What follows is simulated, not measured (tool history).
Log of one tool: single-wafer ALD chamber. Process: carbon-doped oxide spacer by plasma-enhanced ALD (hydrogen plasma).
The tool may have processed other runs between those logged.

run	hour	heater temperature setpoint (deg C)	number of ALD cycles (cycles)	mean film thickness on the monitor wafer (angstrom)
1	0.0	385	328	165.62
2	7.6	385	302	152.20
3	10.3	385	284	143.16
4	17.9	385	272	137.24
5	24.1	394	272	137.39
6	25.0	394	263	132.39
7	32.6	394	257	129.42
8	33.7	394	253	127.75

Predict the results of run 9:
9	35.1	394	250	?

Logged for run 9: mean film thickness on the monitor wafer (angstrom) 126.60.

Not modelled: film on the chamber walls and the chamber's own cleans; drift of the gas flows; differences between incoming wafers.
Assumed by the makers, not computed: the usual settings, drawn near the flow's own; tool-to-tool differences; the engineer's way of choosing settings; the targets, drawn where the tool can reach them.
